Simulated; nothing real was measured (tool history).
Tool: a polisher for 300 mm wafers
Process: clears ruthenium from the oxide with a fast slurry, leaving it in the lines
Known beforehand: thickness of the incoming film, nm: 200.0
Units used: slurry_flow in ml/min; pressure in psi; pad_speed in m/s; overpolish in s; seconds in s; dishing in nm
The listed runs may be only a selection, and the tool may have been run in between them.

| run | hour | slurry_flow | pressure | pad_speed | slurry_solids | overpolish | seconds | dishing |
|---|---|---|---|---|---|---|---|---|
| 1 | 0.0 | 225 | 2.1 | 1.26 | 1.0 | 14 | 44.223 | 48.804 |
| 2 | 7.7 | 225 | 2.1 | 1.26 | 1.0 | 18 | 44.276 | 57.642 |
| 3 | 15.3 | 225 | 2.2 | 1.26 | 1.0 | 18 | 41.595 | 61.137 |
| 4 | 23.1 | 225 | 2.2 | 1.08 | 1.0 | 18 | 46.675 | 56.079 |
| 5 | 25.9 | 225 | 2.3 | 1.08 | 1.0 | 18 | 44.525 | 58.901 |
| 6 | 28.5 | 225 | 1.9 | 1.08 | 1.0 | 18 | 54.453 | 50.407 |
| 7 | 37.1 | 225 | 2.1 | 1.08 | 1.0 | 18 | 49.992 | 53.503 |
| 8 | 42.8 | 225 | 2.2 | 1.08 | 1.0 | 18 | 47.387 | 54.826 |
| 9 | 51.7 | 225 | 2.3 | 1.08 | 1.0 | 18 | 45.151 | 58.928 |
| 10 | 54.1 | 225 | 2.4 | 1.08 | 1.0 | 18 | 43.037 | 59.348 |
| 11 | 62.3 | 225 | 2.4 | 1.08 | 1.0 | 18 | 43.700 | 56.721 |

Run 12 is up next; what results do you expect?
| 12 | 68.0 | 225 | 2.5 | 1.10 | 1.0 | 19 | ? | ? |

seconds: 40.902 s
dishing: 65.677 nm

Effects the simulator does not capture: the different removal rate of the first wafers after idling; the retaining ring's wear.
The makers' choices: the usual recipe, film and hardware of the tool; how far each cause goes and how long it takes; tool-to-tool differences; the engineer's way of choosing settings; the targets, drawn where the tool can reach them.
